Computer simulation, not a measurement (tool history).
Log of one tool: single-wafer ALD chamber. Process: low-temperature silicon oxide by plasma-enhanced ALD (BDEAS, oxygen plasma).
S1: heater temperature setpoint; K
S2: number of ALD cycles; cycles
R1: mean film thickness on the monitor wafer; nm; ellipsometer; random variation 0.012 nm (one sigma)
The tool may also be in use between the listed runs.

{"run": 1, "hour": 0.0, "S1": 378.15, "S2": 18, "R1": 2.5112}
{"run": 2, "hour": 8.5, "S1": 378.15, "S2": 20, "R1": 2.7381}
{"run": 3, "hour": 15.2, "S1": 380.15, "S2": 18, "R1": 2.4823}
{"run": 4, "hour": 22.6, "S1": 380.15, "S2": 20, "R1": 2.7599}
{"run": 5, "hour": 26.3, "S1": 380.15, "S2": 19, "R1": 2.5928}
{"run": 6, "hour": 29.4, "S1": 372.15, "S2": 19, "R1": 2.6936}
{"run": 7, "hour": 35.7, "S1": 378.15, "S2": 18, "R1": 2.4698}
{"hour": 41.1, "done": "thermocouple changed; heater temperature recalibrated"}
{"run": 8, "hour": 41.1, "S1": 382.15, "S2": 18, "R1": 2.4587}

Run 9 comes next. What will it give?
{"run": 9, "hour": 49.2, "S1": 382.15, "S2": 18, "R1": "?"}

{"run 9": {"R1": 2.4449}}

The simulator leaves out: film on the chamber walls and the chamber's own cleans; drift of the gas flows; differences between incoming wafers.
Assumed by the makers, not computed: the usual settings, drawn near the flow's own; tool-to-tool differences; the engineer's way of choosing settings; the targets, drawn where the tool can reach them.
